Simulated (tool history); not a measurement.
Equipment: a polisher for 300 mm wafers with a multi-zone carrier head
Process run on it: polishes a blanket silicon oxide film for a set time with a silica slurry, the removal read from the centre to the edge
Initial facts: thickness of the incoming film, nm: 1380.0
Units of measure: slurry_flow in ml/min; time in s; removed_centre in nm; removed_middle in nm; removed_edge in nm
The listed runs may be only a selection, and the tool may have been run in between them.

run 1 hour=0.0 | slurry_flow=185 centre_zone=1.00 middle_zone=1.00 edge_zone=1.00 slurry_solids=1.00 time=35 | removed_centre=163.440 removed_middle=169.000 removed_edge=166.160
run 2 hour=3.2 | slurry_flow=185 centre_zone=1.06 middle_zone=1.00 edge_zone=1.00 slurry_solids=1.00 time=35 | removed_centre=173.560 removed_middle=169.590 removed_edge=165.630
run 3 hour=10.3 | slurry_flow=185 centre_zone=1.06 middle_zone=1.00 edge_zone=1.00 slurry_solids=1.00 time=42 | removed_centre=206.560 removed_middle=201.580 removed_edge=201.930
run 4 hour=14.9 | slurry_flow=185 centre_zone=1.06 middle_zone=1.04 edge_zone=1.00 slurry_solids=1.00 time=42 | removed_centre=209.570 removed_middle=211.410 removed_edge=200.330
run 5 hour=18.1 | slurry_flow=165 centre_zone=0.98 middle_zone=1.02 edge_zone=0.99 slurry_solids=0.85 time=37 | removed_centre=152.410 removed_middle=165.840 removed_edge=162.460
run 6 hour=27.0 | slurry_flow=155 centre_zone=0.93 middle_zone=1.00 edge_zone=0.96 slurry_solids=0.75 time=34 | removed_centre=123.990 removed_middle=139.670 removed_edge=136.600
run 7 hour=32.6 | slurry_flow=145 centre_zone=0.89 middle_zone=0.99 edge_zone=0.94 slurry_solids=0.65 time=33 | removed_centre=107.360 removed_middle=125.160 removed_edge=120.660
run 8 hour=34.0 | slurry_flow=135 centre_zone=0.86 middle_zone=0.98 edge_zone=0.94 slurry_solids=0.60 time=32 | removed_centre=96.534 removed_middle=113.840 removed_edge=110.100
run 9 hour=36.3 | slurry_flow=130 centre_zone=0.84 middle_zone=0.98 edge_zone=0.97 slurry_solids=0.55 time=32 | removed_centre=87.392 removed_middle=107.830 removed_edge=105.480
run 10 hour=41.9 | slurry_flow=125 centre_zone=0.83 middle_zone=0.97 edge_zone=0.97 slurry_solids=0.55 time=32 | removed_centre=86.064 removed_middle=106.830 removed_edge=106.310
run 11 hour=45.1 | slurry_flow=115 centre_zone=0.81 middle_zone=0.94 edge_zone=0.91 slurry_solids=0.50 time=32 | removed_centre=77.568 removed_middle=98.124 removed_edge=95.480
run 12 hour=50.0 | slurry_flow=125 centre_zone=0.81 middle_zone=0.94 edge_zone=0.92 slurry_solids=0.50 time=32 | removed_centre=76.785 removed_middle=99.487 removed_edge=97.391

What does the tool deliver on the next run?
run 13 hour=51.1 | slurry_flow=130 centre_zone=0.82 middle_zone=0.94 edge_zone=0.92 slurry_solids=0.50 time=32 | removed_centre=? removed_middle=? removed_edge=?

{"run 13": {"removed_centre": 81.541, "removed_middle": 97.462, "removed_edge": 97.172}}

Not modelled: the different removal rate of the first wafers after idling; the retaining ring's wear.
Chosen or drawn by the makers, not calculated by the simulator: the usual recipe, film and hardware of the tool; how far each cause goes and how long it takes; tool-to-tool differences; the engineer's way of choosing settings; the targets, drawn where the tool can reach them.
